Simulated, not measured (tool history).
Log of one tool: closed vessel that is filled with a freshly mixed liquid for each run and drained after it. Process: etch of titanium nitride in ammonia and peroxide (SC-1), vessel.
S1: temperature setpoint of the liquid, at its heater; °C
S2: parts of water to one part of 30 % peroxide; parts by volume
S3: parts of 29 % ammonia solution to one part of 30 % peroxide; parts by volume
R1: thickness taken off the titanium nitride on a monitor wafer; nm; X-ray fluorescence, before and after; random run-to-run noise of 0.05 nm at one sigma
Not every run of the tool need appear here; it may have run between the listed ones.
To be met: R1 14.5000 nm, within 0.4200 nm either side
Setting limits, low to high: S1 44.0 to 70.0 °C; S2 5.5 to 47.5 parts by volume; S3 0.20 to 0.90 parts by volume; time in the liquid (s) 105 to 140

{"run": 1, "hour": 0.0, "S1": 60.0, "S2": 26.5, "S3": 0.5, "time in the liquid (s)": 140, "R1": 6.6505}
{"run": 2, "hour": 8.0, "S1": 55.5, "S2": 26.5, "S3": 0.5, "time in the liquid (s)": 140, "R1": 4.9703}
{"run": 3, "hour": 14.4, "S1": 55.5, "S2": 35.0, "S3": 0.5, "time in the liquid (s)": 140, "R1": 4.2379}
{"run": 4, "hour": 15.2, "S1": 55.5, "S2": 35.0, "S3": 0.65, "time in the liquid (s)": 140, "R1": 4.4375}
{"run": 5, "hour": 22.7, "S1": 55.5, "S2": 29.5, "S3": 0.65, "time in the liquid (s)": 140, "R1": 4.9006}
{"run": 6, "hour": 29.1, "S1": 53.0, "S2": 29.5, "S3": 0.65, "time in the liquid (s)": 140, "R1": 4.1476}
{"run": 7, "hour": 34.4, "S1": 58.5, "S2": 27.5, "S3": 0.65, "time in the liquid (s)": 140, "R1": 6.234}
{"run": 8, "hour": 42.7, "S1": 62.5, "S2": 26.0, "S3": 0.65, "time in the liquid (s)": 140, "R1": 8.3132}
{"run": 9, "hour": 49.5, "S1": 65.0, "S2": 25.0, "S3": 0.65, "time in the liquid (s)": 140, "R1": 9.8878}
{"run": 10, "hour": 53.8, "S1": 66.5, "S2": 24.0, "S3": 0.65, "time in the liquid (s)": 140, "R1": 11.197}
{"run": 11, "hour": 57.9, "S1": 67.5, "S2": 23.5, "S3": 0.65, "time in the liquid (s)": 140, "R1": 12.086}
{"run": 12, "hour": 60.5, "S1": 68.5, "S2": 23.0, "S3": 0.65, "time in the liquid (s)": 140, "R1": 13.007}
{"run": 13, "hour": 66.5, "S1": 69.0, "S2": 23.0, "S3": 0.65, "time in the liquid (s)": 140, "R1": 13.441}
{"run": 14, "hour": 68.9, "S1": 69.5, "S2": 23.0, "S3": 0.65, "time in the liquid (s)": 140, "R1": 13.798}
{"run": 15, "hour": 76.9, "S1": 69.5, "S2": 22.5, "S3": 0.65, "time in the liquid (s)": 140, "R1": 14.07}

Exactly one of the 5 candidate moves below puts every result within its allowed miss. Which one?
{"run": "A", "hour": 84.9, "S1": 67.5, "S2": 16.5, "S3": 0.65, "time in the liquid (s)": 140, "R1": "?"}
{"run": "B", "hour": 84.9, "S1": 68.0, "S2": 21.5, "S3": 0.7, "time in the liquid (s)": 140, "R1": "?"}
{"run": "C", "hour": 84.9, "S1": 68.5, "S2": 16.5, "S3": 0.6, "time in the liquid (s)": 140, "R1": "?"}
{"run": "D", "hour": 84.9, "S1": 70.0, "S2": 23.5, "S3": 0.65, "time in the liquid (s)": 135, "R1": "?"}
{"run": "E", "hour": 84.9, "S1": 70.0, "S2": 25.0, "S3": 0.65, "time in the liquid (s)": 140, "R1": "?"}

move=A R1=14.6400
move=B R1=13.2270
move=C R1=15.3530
move=D R1=13.5410
move=E R1=13.5630
A: every result within its allowed miss
B: further off than the last run
C: pushes the last run's worst result past its target
D: further off than the last run
E: further off than the last run
Go with A: it meets all targets.
